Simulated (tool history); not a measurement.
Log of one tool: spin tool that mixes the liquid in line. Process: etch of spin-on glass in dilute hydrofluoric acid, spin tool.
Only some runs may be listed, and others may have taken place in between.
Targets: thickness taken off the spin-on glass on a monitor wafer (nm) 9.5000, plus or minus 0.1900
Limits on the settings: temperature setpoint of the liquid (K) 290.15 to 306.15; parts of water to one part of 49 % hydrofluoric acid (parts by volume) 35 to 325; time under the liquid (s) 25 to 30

run,hour,temperature setpoint of the liquid (K),parts of water to one part of 49 % hydrofluoric acid (parts by volume),time under the liquid (s),thickness taken off the spin-on glass on a monitor wafer (nm)
1,0.0,298.15,180,30,6.8283
2,4.8,298.15,180,25,5.7043
3,10.6,298.15,180,25,5.6845
4,18.9,299.65,180,25,5.9848
5,22.9,299.65,235,25,4.3200
6,28.0,299.65,280,25,3.4771
7,35.7,301.65,230,25,4.7742
8,44.0,303.15,195,25,6.2311
9,50.3,306.15,135,25,10.7430
10,52.4,305.15,135,25,10.2870
11,58.6,304.65,135,25,10.2530
12,65.8,304.15,135,25,10.0240

Pick the move, out of 4, that brings all results within their allowed miss; only one does.
A,73.0,303.65,125,25,?
B,73.0,301.15,140,30,?
C,73.0,302.65,125,25,?
D,73.0,297.65,115,25,?

move,thickness taken off the spin-on glass on a monitor wafer (nm)
A,10.8490
B,10.3950
C,10.4580
D,9.5241
A: lands further from the targets than the last run did
B: lands further from the targets than the last run did
C: lands further from the targets than the last run did
D: every result within its allowed miss
The right move is D.
